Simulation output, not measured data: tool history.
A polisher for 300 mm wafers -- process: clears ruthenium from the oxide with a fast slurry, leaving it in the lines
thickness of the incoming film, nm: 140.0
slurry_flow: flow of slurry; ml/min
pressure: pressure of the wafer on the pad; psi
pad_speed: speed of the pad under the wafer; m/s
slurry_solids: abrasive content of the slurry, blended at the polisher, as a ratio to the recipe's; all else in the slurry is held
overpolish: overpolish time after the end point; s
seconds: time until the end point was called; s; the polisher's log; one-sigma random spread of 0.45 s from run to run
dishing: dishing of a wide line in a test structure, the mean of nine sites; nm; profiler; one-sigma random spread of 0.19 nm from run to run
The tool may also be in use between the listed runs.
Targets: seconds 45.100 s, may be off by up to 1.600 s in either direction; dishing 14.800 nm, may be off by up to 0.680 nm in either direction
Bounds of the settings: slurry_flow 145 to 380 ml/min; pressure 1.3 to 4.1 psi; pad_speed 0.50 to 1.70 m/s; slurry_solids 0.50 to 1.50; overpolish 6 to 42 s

| run | hour | slurry_flow | pressure | pad_speed | slurry_solids | overpolish | seconds | dishing |
|---|---|---|---|---|---|---|---|---|
| 1 | 0.0 | 245 | 2.7 | 1.10 | 1.00 | 21 | 36.761 | 55.918 |
| 2 | 1.5 | 245 | 2.7 | 1.24 | 1.00 | 21 | 34.035 | 61.629 |
| 3 | 6.2 | 255 | 2.6 | 1.14 | 1.05 | 19 | 36.135 | 51.932 |
| 4 | 12.9 | 255 | 2.6 | 1.14 | 1.05 | 10 | 36.097 | 29.949 |
| 5 | 20.0 | 255 | 2.2 | 1.14 | 1.05 | 10 | 42.760 | 25.085 |
| 6 | 25.8 | 265 | 2.1 | 1.14 | 1.10 | 9 | 44.391 | 22.487 |
| 7 | 31.0 | 280 | 2.0 | 1.16 | 1.15 | 9 | 44.952 | 21.850 |
| 8 | 33.4 | 295 | 1.9 | 1.18 | 1.20 | 9 | 46.043 | 22.367 |
| 9 | 38.2 | 275 | 1.9 | 1.20 | 1.10 | 9 | 45.230 | 20.948 |
| 10 | 46.8 | 275 | 1.9 | 1.22 | 1.05 | 9 | 46.206 | 21.571 |
| 11 | 54.1 | 255 | 1.8 | 1.22 | 1.10 | 9 | 48.525 | 20.801 |
| 12 | 57.8 | 325 | 1.9 | 1.18 | 0.85 | 6 | 50.152 | 13.489 |
| 13 | 60.5 | 325 | 2.1 | 1.18 | 0.80 | 6 | 47.441 | 14.326 |

4 candidate next runs follow, results not yet known. Just one meets every target within its allowed miss. Identify it.
| A | 63.2 | 275 | 1.8 | 1.46 | 0.75 | 6 | ? | ? |
| B | 63.2 | 375 | 2.2 | 1.22 | 0.90 | 6 | ? | ? |
| C | 63.2 | 310 | 1.9 | 1.34 | 1.10 | 6 | ? | ? |
| D | 63.2 | 360 | 1.9 | 1.20 | 0.85 | 6 | ? | ? |

| move | seconds | dishing |
|---|---|---|
| A | 45.124 | 14.599 |
| B | 40.668 | 16.139 |
| C | 40.540 | 16.188 |
| D | 48.648 | 13.574 |
A: each result inside its tolerance
B: the result that was furthest off in the last run now lies on the other side of its target
C: the result that was furthest off in the last run now lies on the other side of its target
D: the biggest miss grows against the last run
A meets every target.

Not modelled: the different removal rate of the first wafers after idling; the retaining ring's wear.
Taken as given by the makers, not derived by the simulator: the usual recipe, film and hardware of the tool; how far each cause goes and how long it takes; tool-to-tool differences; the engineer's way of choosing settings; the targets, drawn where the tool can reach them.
